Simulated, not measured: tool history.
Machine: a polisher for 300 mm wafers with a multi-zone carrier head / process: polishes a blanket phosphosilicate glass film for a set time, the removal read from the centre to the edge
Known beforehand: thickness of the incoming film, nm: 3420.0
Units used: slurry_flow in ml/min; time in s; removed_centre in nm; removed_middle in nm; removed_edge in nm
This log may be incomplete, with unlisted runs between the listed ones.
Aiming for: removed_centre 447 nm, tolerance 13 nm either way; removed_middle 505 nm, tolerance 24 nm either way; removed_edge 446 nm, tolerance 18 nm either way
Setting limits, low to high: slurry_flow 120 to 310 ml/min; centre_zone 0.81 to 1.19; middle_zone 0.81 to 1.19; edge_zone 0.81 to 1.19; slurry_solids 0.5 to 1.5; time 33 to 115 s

run	hour	slurry_flow	centre_zone	middle_zone	edge_zone	slurry_solids	time	removed_centre	removed_middle	removed_edge
1	0	200	1	1	1	1	73	614.67	621.46	637.3
2	5.5	170	1	1	1	1	73	615.93	618.32	628.87
3	12	170	1	1	0.92	1	73	609.51	637.3	605.93
4	15.3	125	1	1	0.92	1	73	568.62	587.9	573.91
5	22	125	1	1	0.99	1	73	580.33	605.38	606.92
6	30.6	125	1	0.94	0.99	1	73	569.19	556.03	597.72
7	36.9	135	0.99	0.97	0.94	0.85	72	509.33	518.85	525.38
8	43	135	0.98	0.99	0.9	0.8	72	485.08	507.58	495.96
9	49	135	0.97	1.01	0.87	0.75	72	459.7	495.02	469.24
10	55.4	130	0.97	1.02	0.85	0.75	72	457.87	499.92	465.66
11	59.1	130	0.97	1.03	0.84	0.75	72	458.67	511.41	463.38
12	61.8	130	0.97	1.03	0.83	0.75	72	459.54	500.11	459.33

Of the 4 settings listed for the next run, only one would bring every result within its allowed miss of target. Which one?
A	64.5	120	0.95	0.92	0.91	0.8	73	?	?	?
B	64.5	140	0.9	1.06	0.88	0.55	95	?	?	?
C	64.5	125	0.98	1.02	0.85	0.85	69	?	?	?
D	64.5	135	0.98	1.09	0.84	0.75	68	?	?	?

move	removed_centre	removed_middle	removed_edge
A	463.96	480.06	510.69
B	429.54	526.12	486.99
C	476.29	519.64	495.49
D	437.09	503.25	449.79
A: moves away from the targets compared with the last run
B: moves the result that the last run missed by most past its target, out the other side
C: moves away from the targets compared with the last run
D: meets every target
The move that meets every target is D.
